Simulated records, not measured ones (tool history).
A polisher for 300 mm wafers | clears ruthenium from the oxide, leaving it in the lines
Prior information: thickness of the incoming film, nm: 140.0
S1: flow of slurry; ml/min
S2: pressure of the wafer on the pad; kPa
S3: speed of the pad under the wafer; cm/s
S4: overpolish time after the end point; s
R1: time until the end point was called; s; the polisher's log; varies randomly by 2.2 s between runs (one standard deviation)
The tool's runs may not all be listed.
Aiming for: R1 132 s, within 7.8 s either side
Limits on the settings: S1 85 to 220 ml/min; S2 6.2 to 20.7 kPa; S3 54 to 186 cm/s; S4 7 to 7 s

run    day   S1    S2   S3  S4      R1
  1      0  140  13.1  118   7   96.44
  2  0.133  140  15.9  118   7  78.858
  3  0.446  140  17.2  118   7  74.936
  4  0.529  140  15.9  116   7  82.531
  5  0.583  140  15.9  116   7  83.174
  6  0.812  140  15.2  116   7  85.569
  7   0.85  140  14.5  116   7  86.986
  8  1.125  140  13.8  114   7  91.851
  9    1.4  140  13.1  112   7  101.88

Which of these 4 next moves meets every target?
  A  1.675  130  12.4  106   7   ?
  B  1.675  160  15.2   60   7   ?
  C  1.675  115  10.3  110   7   ?
  D  1.675  205   9.7  158   7   ?

move      R1
   A  112.71
   B  153.67
   C  133.22
   D  90.276
A: gains on the last run, yet a result remains outside its allowed miss
B: the result that was furthest off in the last run now lies on the other side of its target
C: hits every target within its allowed miss
D: the biggest miss grows against the last run
C meets every target.

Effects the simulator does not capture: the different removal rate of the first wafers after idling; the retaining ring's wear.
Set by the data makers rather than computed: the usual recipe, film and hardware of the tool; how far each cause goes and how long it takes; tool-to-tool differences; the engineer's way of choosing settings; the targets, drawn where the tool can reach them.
